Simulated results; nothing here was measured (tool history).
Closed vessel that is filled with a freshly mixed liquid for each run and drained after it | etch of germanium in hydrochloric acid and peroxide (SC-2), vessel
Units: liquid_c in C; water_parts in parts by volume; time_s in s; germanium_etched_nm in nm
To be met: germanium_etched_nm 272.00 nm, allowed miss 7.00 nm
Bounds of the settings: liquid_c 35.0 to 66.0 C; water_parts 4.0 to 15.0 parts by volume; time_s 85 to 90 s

run	hour	liquid_c	water_parts	time_s	germanium_etched_nm
1	0.0	50.0	8.5	85	197.99
2	8.6	44.5	8.5	85	164.82
3	14.3	44.5	8.5	85	165.19
4	22.3	44.5	10.0	85	163.16
5	27.8	48.5	10.0	85	185.98
6	33.5	48.5	13.0	85	179.02
7	40.8	51.5	13.0	85	197.55
8	42.9	54.0	13.0	85	214.87
9	43.6	55.5	13.0	85	222.10
10	49.9	57.0	13.0	85	231.60
11	54.1	58.5	13.0	85	244.45
12	58.6	58.5	13.0	85	243.10

4 next moves are on the table. One of them brings every result within its allowed miss. Which?
A	63.1	53.0	13.0	90	?
B	63.1	58.5	14.0	90	?
C	63.1	60.5	13.5	90	?
D	63.1	56.5	12.5	85	?

move	germanium_etched_nm
A	218.71
B	254.86
C	271.59
D	230.70
A: further off than the last run
B: nearer than the last run, and not there yet
C: meets every target
D: further off than the last run
Answer: C

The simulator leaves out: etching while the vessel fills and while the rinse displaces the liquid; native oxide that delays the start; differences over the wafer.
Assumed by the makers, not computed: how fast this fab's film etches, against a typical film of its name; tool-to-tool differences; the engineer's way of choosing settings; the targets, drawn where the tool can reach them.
